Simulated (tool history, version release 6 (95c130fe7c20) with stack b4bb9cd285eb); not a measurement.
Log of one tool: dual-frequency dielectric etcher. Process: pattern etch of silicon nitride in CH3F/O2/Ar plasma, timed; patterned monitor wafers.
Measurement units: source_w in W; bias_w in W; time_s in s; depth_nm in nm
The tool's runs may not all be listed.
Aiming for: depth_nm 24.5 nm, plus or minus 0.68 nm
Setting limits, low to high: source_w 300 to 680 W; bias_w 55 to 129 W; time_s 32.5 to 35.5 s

run	hour	source_w	bias_w	time_s	depth_nm
1	0	490	92	35.5	28.327
2	2.1	490	92	32.5	25.879
3	9	490	92	35.5	28.38
4	12.7	460	89	35.5	27.228
5	19	440	87	35.5	26.62
6	27.4	480	87	35.5	27.783
7	29.2	480	87	35.5	27.622
8	37.5	450	85	35.5	26.719
9	43.2	430	83	35.5	25.998
10	50.1	420	82	35.5	25.683
11	58.6	410	81	35.5	25.144

4 next moves are on the table. One of them brings every result within its allowed miss. Which?
A	67.1	470	92	35	?
B	67.1	430	76	34	?
C	67.1	370	77	35	?
D	67.1	430	86	35.5	?

move	depth_nm
A	27.424
B	24.33
C	23.431
D	26.238
A: its largest miss is bigger than the last run's
B: hits every target within its allowed miss
C: pushes the last run's worst result past its target
D: its largest miss is bigger than the last run's
The move that meets every target is B.

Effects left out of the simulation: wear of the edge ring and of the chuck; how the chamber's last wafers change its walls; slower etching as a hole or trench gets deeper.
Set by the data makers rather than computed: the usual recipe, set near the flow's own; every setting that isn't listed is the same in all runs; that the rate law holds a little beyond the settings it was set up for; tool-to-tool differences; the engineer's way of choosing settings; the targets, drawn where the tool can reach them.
